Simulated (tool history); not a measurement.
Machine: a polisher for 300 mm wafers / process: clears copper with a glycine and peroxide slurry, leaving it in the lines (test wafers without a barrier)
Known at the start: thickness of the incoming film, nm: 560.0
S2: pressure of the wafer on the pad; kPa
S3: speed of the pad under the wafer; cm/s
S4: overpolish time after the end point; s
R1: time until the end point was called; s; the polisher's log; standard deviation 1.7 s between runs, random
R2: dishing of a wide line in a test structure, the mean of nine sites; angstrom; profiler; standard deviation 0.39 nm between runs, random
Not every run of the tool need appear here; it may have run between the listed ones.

{"run": 1, "hour": 0.0, "flow of slurry (ml/min)": 235, "S2": 14.5, "S3": 104, "S4": 27, "R1": 131.02, "R2": 223.6}
{"run": 2, "hour": 6.4, "flow of slurry (ml/min)": 265, "S2": 14.5, "S3": 104, "S4": 27, "R1": 130.93, "R2": 229.11}
{"run": 3, "hour": 9.7, "flow of slurry (ml/min)": 265, "S2": 14.5, "S3": 94, "S4": 27, "R1": 139.25, "R2": 216.3}
{"run": 4, "hour": 18.2, "flow of slurry (ml/min)": 265, "S2": 14.5, "S3": 94, "S4": 31, "R1": 137.2, "R2": 233.57}
{"run": 5, "hour": 22.8, "flow of slurry (ml/min)": 265, "S2": 15.2, "S3": 96, "S4": 30, "R1": 129.98, "R2": 225.0}
{"run": 6, "hour": 29.4, "flow of slurry (ml/min)": 265, "S2": 15.9, "S3": 96, "S4": 30, "R1": 125.54, "R2": 223.83}
{"run": 7, "hour": 31.7, "flow of slurry (ml/min)": 265, "S2": 16.5, "S3": 96, "S4": 30, "R1": 118.53, "R2": 225.01}

Run 8 has not been measured yet. What should we expect?
{"run": 8, "hour": 37.5, "flow of slurry (ml/min)": 265, "S2": 17.2, "S3": 96, "S4": 30, "R1": "?", "R2": "?"}

{"run 8": {"R1": 121.64, "R2": 219.99}}
